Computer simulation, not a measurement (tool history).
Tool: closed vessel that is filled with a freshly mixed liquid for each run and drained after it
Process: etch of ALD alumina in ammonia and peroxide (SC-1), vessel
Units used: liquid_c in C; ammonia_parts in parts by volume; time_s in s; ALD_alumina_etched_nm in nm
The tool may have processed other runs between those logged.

run  hour  liquid_c  ammonia_parts  time_s  ALD_alumina_etched_nm
  1   0.0      60.0           0.65     125                 8.0780
  2   7.8      60.0           0.50     125                 7.8748
  3  12.1      60.0           0.50     135                 8.4990
  4  17.5      62.0           0.50     135                 9.4355
  5  19.2      63.5           0.50     135                10.1910
  6  22.4      63.5           0.50     135                10.2920
  7  24.6      64.5           0.50     135                10.7800
  8  25.6      65.5           0.50     135                11.3070

Predict the results of run 9:
  9  29.4      66.0           0.50     135                      ?

Run 9 produced ALD_alumina_etched_nm 11.6800 nm.
